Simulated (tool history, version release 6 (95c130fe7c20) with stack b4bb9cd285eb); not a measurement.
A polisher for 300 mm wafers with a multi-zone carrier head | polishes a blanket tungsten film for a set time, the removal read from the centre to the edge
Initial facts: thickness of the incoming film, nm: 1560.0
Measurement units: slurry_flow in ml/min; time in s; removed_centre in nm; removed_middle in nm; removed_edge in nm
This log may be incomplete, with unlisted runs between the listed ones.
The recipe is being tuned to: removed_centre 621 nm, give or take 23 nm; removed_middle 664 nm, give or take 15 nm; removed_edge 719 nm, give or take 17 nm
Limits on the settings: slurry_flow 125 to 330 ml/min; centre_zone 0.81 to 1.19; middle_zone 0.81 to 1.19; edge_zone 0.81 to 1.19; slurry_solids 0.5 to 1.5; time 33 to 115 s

| run | day | slurry_flow | centre_zone | middle_zone | edge_zone | slurry_solids | time | removed_centre | removed_middle | removed_edge |
|---|---|---|---|---|---|---|---|---|---|---|
| 1 | 0 | 210 | 1 | 1 | 1 | 1 | 73 | 463.49 | 451.91 | 463.88 |
| 2 | 0.208 | 210 | 1 | 0.97 | 1 | 1 | 73 | 460.99 | 439.12 | 463.67 |
| 3 | 0.4 | 215 | 0.99 | 0.98 | 1.03 | 1.1 | 76 | 494.96 | 475.84 | 506.4 |
| 4 | 0.625 | 265 | 0.99 | 0.98 | 1.03 | 1.1 | 76 | 497.59 | 480.53 | 515.2 |
| 5 | 0.771 | 220 | 0.99 | 0.98 | 1.03 | 1.1 | 76 | 481.93 | 480.19 | 501.51 |
| 6 | 0.912 | 220 | 0.99 | 0.98 | 0.96 | 1.1 | 76 | 492.71 | 474.99 | 492.96 |
| 7 | 0.954 | 230 | 0.98 | 0.99 | 1 | 1.15 | 78 | 510.44 | 499.55 | 527.81 |
| 8 | 1.242 | 280 | 0.96 | 1.09 | 1.1 | 1.4 | 87 | 611.12 | 662.71 | 645.84 |
| 9 | 1.512 | 280 | 0.95 | 1.08 | 1.12 | 1.4 | 88 | 610.41 | 667.56 | 660.09 |
| 10 | 1.6 | 285 | 0.94 | 1.07 | 1.13 | 1.4 | 88 | 618.01 | 647.68 | 674.04 |
| 11 | 1.867 | 285 | 0.93 | 1.07 | 1.14 | 1.4 | 88 | 595.69 | 653.59 | 669.1 |
| 12 | 2.046 | 290 | 0.93 | 1.07 | 1.15 | 1.4 | 88 | 602.2 | 662.1 | 672.78 |
| 13 | 2.412 | 290 | 0.93 | 1.07 | 1.15 | 1.4 | 88 | 594.28 | 649.4 | 670.04 |

Exercise: of the 4 proposed moves below, exactly one satisfies all targets within the stated allowed misses. Which move is it?
| A | 2.779 | 315 | 1.1 | 1.15 | 1.04 | 1.4 | 80 | ? | ? | ? |
| B | 2.779 | 275 | 0.84 | 1.08 | 1.18 | 1.35 | 95 | ? | ? | ? |
| C | 2.779 | 295 | 0.95 | 0.98 | 1.14 | 1.35 | 100 | ? | ? | ? |
| D | 2.779 | 330 | 0.88 | 0.98 | 1.1 | 1.5 | 93 | ? | ? | ? |

| move | removed_centre | removed_middle | removed_edge |
|---|---|---|---|
| A | 650.47 | 640.27 | 586.85 |
| B | 573.41 | 704.06 | 722.62 |
| C | 688.56 | 687.28 | 754.08 |
| D | 617.84 | 665.72 | 716.71 |
A: the biggest miss grows against the last run
B: the furthest-off result lands on target, but another misses its tolerance
C: takes the biggest miss from the last run beyond its target
D: hits every target within its allowed miss
Answer: D
